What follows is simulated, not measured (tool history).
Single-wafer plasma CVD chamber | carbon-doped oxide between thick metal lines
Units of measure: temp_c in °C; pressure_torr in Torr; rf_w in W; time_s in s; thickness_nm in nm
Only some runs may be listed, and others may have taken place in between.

| run | hour | temp_c | pressure_torr | rf_w | time_s | thickness_nm |
|---|---|---|---|---|---|---|
| 1 | 0.0 | 355 | 3.95 | 505 | 70.8 | 329.59 |
| 2 | 8.9 | 355 | 3.95 | 505 | 67.3 | 314.41 |
| 3 | 12.6 | 359 | 3.63 | 475 | 67.3 | 290.69 |
| 4 | 16.2 | 359 | 3.92 | 475 | 67.3 | 294.79 |
| 5 | 23.4 | 359 | 3.92 | 450 | 67.3 | 279.83 |
| 6 | 30.5 | 349 | 3.92 | 450 | 67.3 | 285.58 |
| 7 | 38.5 | 349 | 3.92 | 450 | 67.3 | 284.85 |
| 8 | 41.5 | 350 | 3.59 | 440 | 67.3 | 272.21 |
| 9 | 45.0 | 351 | 3.32 | 440 | 67.3 | 270.13 |

Estimate the outcome of run 10 from the log above:
| 10 | 46.5 | 352 | 3.11 | 435 | 67.3 | ? |

thickness_nm: 263.79 nm
